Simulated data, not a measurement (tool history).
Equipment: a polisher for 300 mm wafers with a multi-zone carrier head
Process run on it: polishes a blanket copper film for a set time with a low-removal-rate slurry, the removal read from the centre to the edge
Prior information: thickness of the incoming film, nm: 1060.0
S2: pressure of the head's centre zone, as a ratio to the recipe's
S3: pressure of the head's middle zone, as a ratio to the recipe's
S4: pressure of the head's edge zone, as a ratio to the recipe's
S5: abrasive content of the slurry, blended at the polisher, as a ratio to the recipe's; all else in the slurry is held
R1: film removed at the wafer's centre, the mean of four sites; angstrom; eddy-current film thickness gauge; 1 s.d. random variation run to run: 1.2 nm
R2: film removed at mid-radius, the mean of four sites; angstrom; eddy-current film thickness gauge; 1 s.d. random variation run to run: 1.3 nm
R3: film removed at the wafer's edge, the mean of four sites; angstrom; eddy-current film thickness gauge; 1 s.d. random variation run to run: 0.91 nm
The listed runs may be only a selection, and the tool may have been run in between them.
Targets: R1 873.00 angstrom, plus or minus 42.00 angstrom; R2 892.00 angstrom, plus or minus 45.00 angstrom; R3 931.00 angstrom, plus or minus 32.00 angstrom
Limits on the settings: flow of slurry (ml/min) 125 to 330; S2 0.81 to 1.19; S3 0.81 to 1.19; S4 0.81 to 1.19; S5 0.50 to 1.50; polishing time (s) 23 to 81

{"run": 1, "hour": 0.0, "flow of slurry (ml/min)": 210, "S2": 1.0, "S3": 1.0, "S4": 1.0, "S5": 1.0, "polishing time (s)": 52, "R1": 1587.3, "R2": 1578.3, "R3": 1589.6}
{"run": 2, "hour": 1.6, "flow of slurry (ml/min)": 255, "S2": 1.0, "S3": 1.0, "S4": 1.0, "S5": 1.0, "polishing time (s)": 52, "R1": 1627.9, "R2": 1570.6, "R3": 1621.7}
{"run": 3, "hour": 4.4, "flow of slurry (ml/min)": 255, "S2": 0.99, "S3": 0.99, "S4": 0.99, "S5": 0.95, "polishing time (s)": 50, "R1": 1538.3, "R2": 1557.1, "R3": 1539.0}
{"run": 4, "hour": 13.3, "flow of slurry (ml/min)": 280, "S2": 0.99, "S3": 0.99, "S4": 0.99, "S5": 0.95, "polishing time (s)": 50, "R1": 1558.5, "R2": 1526.5, "R3": 1536.8}
{"run": 5, "hour": 18.9, "flow of slurry (ml/min)": 280, "S2": 0.99, "S3": 0.98, "S4": 1.0, "S5": 0.9, "polishing time (s)": 48, "R1": 1499.0, "R2": 1457.2, "R3": 1434.8}
{"run": 6, "hour": 20.6, "flow of slurry (ml/min)": 280, "S2": 0.99, "S3": 0.98, "S4": 1.0, "S5": 0.9, "polishing time (s)": 38, "R1": 1178.9, "R2": 1166.6, "R3": 1167.9}
{"run": 7, "hour": 28.2, "flow of slurry (ml/min)": 280, "S2": 0.98, "S3": 0.97, "S4": 1.01, "S5": 0.85, "polishing time (s)": 37, "R1": 1107.8, "R2": 1104.3, "R3": 1107.1}
{"run": 8, "hour": 30.5, "flow of slurry (ml/min)": 280, "S2": 0.98, "S3": 0.97, "S4": 1.01, "S5": 0.85, "polishing time (s)": 37, "R1": 1126.1, "R2": 1132.6, "R3": 1121.6}

5 candidate next runs follow, results not yet known. Just one meets every target within its allowed miss. Identify it.
{"run": "A", "hour": 32.8, "flow of slurry (ml/min)": 275, "S2": 0.92, "S3": 0.81, "S4": 1.19, "S5": 1.45, "polishing time (s)": 27, "R1": "?", "R2": "?", "R3": "?"}
{"run": "B", "hour": 32.8, "flow of slurry (ml/min)": 325, "S2": 0.97, "S3": 1.07, "S4": 0.9, "S5": 0.9, "polishing time (s)": 44, "R1": "?", "R2": "?", "R3": "?"}
{"run": "C", "hour": 32.8, "flow of slurry (ml/min)": 265, "S2": 0.88, "S3": 0.96, "S4": 1.09, "S5": 1.25, "polishing time (s)": 25, "R1": "?", "R2": "?", "R3": "?"}
{"run": "D", "hour": 32.8, "flow of slurry (ml/min)": 260, "S2": 0.89, "S3": 0.93, "S4": 0.97, "S5": 0.85, "polishing time (s)": 31, "R1": "?", "R2": "?", "R3": "?"}
{"run": "E", "hour": 32.8, "flow of slurry (ml/min)": 295, "S2": 1.1, "S3": 0.98, "S4": 1.08, "S5": 0.8, "polishing time (s)": 30, "R1": "?", "R2": "?", "R3": "?"}

move=A R1=860.69 R2=800.66 R3=984.83
move=B R1=1340.50 R2=1508.30 R3=1310.70
move=C R1=744.07 R2=822.16 R3=846.81
move=D R1=853.40 R2=911.34 R3=922.54
move=E R1=968.50 R2=921.72 R3=927.57
A: brings the last run's worst result on target, with another outside its allowed miss
B: the biggest miss grows against the last run
C: moves the result that the last run missed by most past its target, out the other side
D: all results land within tolerance of their targets
E: an improvement on the last run, though not all results are within tolerance
The move that meets every target is D.

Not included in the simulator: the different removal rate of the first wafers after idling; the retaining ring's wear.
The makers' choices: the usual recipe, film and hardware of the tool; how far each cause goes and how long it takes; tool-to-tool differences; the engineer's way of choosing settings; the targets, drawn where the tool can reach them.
